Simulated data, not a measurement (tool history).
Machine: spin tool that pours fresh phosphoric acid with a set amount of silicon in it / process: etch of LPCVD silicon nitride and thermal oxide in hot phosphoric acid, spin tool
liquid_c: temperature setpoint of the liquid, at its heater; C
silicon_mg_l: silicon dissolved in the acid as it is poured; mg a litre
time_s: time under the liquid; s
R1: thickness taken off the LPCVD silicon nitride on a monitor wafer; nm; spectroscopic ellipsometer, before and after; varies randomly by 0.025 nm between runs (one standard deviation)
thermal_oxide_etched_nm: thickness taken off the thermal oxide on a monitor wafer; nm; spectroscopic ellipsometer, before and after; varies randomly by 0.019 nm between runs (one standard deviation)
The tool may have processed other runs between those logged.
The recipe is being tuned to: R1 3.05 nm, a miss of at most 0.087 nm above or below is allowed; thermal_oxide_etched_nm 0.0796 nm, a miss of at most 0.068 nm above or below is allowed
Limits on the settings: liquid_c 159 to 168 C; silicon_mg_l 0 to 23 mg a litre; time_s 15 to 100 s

{"run": 1, "hour": 0.0, "liquid_c": 164, "silicon_mg_l": 10, "time_s": 50, "R1": 4.929, "thermal_oxide_etched_nm": 0.14551}
{"run": 2, "hour": 6.7, "liquid_c": 164, "silicon_mg_l": 10, "time_s": 65, "R1": 6.3491, "thermal_oxide_etched_nm": 0.25197}
{"run": 3, "hour": 12.0, "liquid_c": 164, "silicon_mg_l": 4.5, "time_s": 65, "R1": 6.3424, "thermal_oxide_etched_nm": 0.24483}
{"run": 4, "hour": 14.7, "liquid_c": 164, "silicon_mg_l": 4.5, "time_s": 55, "R1": 5.41, "thermal_oxide_etched_nm": 0.16704}
{"run": 5, "hour": 21.6, "liquid_c": 163, "silicon_mg_l": 5.5, "time_s": 50, "R1": 4.7987, "thermal_oxide_etched_nm": 0.21949}
{"run": 6, "hour": 27.6, "liquid_c": 163.5, "silicon_mg_l": 5.5, "time_s": 45, "R1": 4.3044, "thermal_oxide_etched_nm": 0.076928}
{"run": 7, "hour": 34.3, "liquid_c": 162.5, "silicon_mg_l": 6, "time_s": 40, "R1": 3.7131, "thermal_oxide_etched_nm": 0.079062}
{"run": 8, "hour": 39.2, "liquid_c": 162, "silicon_mg_l": 6, "time_s": 40, "R1": 3.6755, "thermal_oxide_etched_nm": 0.12606}
{"run": 9, "hour": 43.5, "liquid_c": 162, "silicon_mg_l": 6, "time_s": 35, "R1": 3.2251, "thermal_oxide_etched_nm": 0.061561}
{"run": 10, "hour": 45.1, "liquid_c": 161.5, "silicon_mg_l": 6, "time_s": 35, "R1": 3.1448, "thermal_oxide_etched_nm": 0.071985}
{"run": 11, "hour": 50.5, "liquid_c": 161.5, "silicon_mg_l": 6, "time_s": 35, "R1": 3.1459, "thermal_oxide_etched_nm": 0.11719}
{"run": 12, "hour": 58.0, "liquid_c": 162, "silicon_mg_l": 6, "time_s": 35, "R1": 3.203, "thermal_oxide_etched_nm": 0.12276}
{"run": 13, "hour": 60.0, "liquid_c": 162, "silicon_mg_l": 5.5, "time_s": 35, "R1": 3.2554, "thermal_oxide_etched_nm": 0.068519}
{"run": 14, "hour": 64.4, "liquid_c": 161.5, "silicon_mg_l": 5.5, "time_s": 35, "R1": 3.21, "thermal_oxide_etched_nm": 0.10107}
{"run": 15, "hour": 69.9, "liquid_c": 162, "silicon_mg_l": 6.5, "time_s": 30, "R1": 2.7877, "thermal_oxide_etched_nm": 0.081522}
{"run": 16, "hour": 73.8, "liquid_c": 162, "silicon_mg_l": 6, "time_s": 30, "R1": 2.7555, "thermal_oxide_etched_nm": 0.086691}

Pick the move, out of 5, that brings all results within their allowed miss; only one does.
{"run": "A", "hour": 77.7, "liquid_c": 162, "silicon_mg_l": 7, "time_s": 30, "R1": "?", "thermal_oxide_etched_nm": "?"}
{"run": "B", "hour": 77.7, "liquid_c": 160.5, "silicon_mg_l": 23, "time_s": 35, "R1": "?", "thermal_oxide_etched_nm": "?"}
{"run": "C", "hour": 77.7, "liquid_c": 163.5, "silicon_mg_l": 0, "time_s": 30, "R1": "?", "thermal_oxide_etched_nm": "?"}
{"run": "D", "hour": 77.7, "liquid_c": 163, "silicon_mg_l": 0, "time_s": 30, "R1": "?", "thermal_oxide_etched_nm": "?"}
{"run": "E", "hour": 77.7, "liquid_c": 164.5, "silicon_mg_l": 0, "time_s": 25, "R1": "?", "thermal_oxide_etched_nm": "?"}

move=A R1=2.7633 thermal_oxide_etched_nm=0.088678
move=B R1=3.0664 thermal_oxide_etched_nm=0.061756
move=C R1=2.9042 thermal_oxide_etched_nm=0.1134
move=D R1=2.8566 thermal_oxide_etched_nm=0.10933
move=E R1=2.5013 thermal_oxide_etched_nm=0.10163
A: no better and no worse than the last run
B: every result within its allowed miss
C: gains on the last run, yet a result remains outside its allowed miss
D: gains on the last run, yet a result remains outside its allowed miss
E: its largest miss is bigger than the last run's
B is the move that brings every result within its allowed miss.

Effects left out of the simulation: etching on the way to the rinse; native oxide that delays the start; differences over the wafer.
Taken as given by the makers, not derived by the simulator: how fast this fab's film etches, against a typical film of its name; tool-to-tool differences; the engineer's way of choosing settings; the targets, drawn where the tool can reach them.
